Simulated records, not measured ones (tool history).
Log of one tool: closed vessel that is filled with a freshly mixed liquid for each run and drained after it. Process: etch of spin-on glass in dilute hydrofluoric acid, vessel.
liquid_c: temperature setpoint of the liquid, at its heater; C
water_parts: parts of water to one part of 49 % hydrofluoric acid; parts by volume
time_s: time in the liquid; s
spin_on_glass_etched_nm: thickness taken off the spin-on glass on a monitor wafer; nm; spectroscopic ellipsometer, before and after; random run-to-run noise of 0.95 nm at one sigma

run,hour,liquid_c,water_parts,time_s,spin_on_glass_etched_nm
1,0.0,22.0,50,100,54.079
2,6.5,23.0,50,100,56.687
3,10.5,23.0,50,105,59.570
4,17.6,23.0,50,105,59.888
5,24.0,25.5,50,105,65.967
6,25.7,25.5,65,105,49.940

Run 7 is up next; what results do you expect?
# hour 29.3: hydrofluoric acid flow meter replaced
7,29.3,26.0,60,105,?

spin_on_glass_etched_nm: 60.760 nm
